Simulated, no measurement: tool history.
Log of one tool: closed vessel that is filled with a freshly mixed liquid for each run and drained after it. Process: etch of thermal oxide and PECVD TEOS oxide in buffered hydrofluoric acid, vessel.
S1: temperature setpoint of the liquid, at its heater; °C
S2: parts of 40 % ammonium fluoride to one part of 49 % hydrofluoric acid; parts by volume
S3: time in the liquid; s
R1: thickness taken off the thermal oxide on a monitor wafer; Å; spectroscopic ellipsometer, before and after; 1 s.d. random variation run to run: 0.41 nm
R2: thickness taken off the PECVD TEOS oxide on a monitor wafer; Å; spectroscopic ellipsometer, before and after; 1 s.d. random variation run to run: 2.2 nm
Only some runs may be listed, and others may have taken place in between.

run	hour	S1	S2	S3	R1	R2
1	0.0	23.0	7.5	60	809.30	1653.2
2	0.6	23.0	9.0	60	662.17	1342.8
3	6.4	23.0	9.0	80	880.28	1797.1
4	15.1	20.5	9.0	80	768.80	1569.4
5	16.9	22.0	9.0	80	832.27	1712.5
6	24.4	19.5	9.0	80	728.49	1500.7
7	30.8	23.5	9.0	80	903.91	1848.5

Run 8 comes next. What will it give?
8	37.6	24.5	9.0	80	?	?

{"run 8": {"R1": 958.04, "R2": 1937.3}}

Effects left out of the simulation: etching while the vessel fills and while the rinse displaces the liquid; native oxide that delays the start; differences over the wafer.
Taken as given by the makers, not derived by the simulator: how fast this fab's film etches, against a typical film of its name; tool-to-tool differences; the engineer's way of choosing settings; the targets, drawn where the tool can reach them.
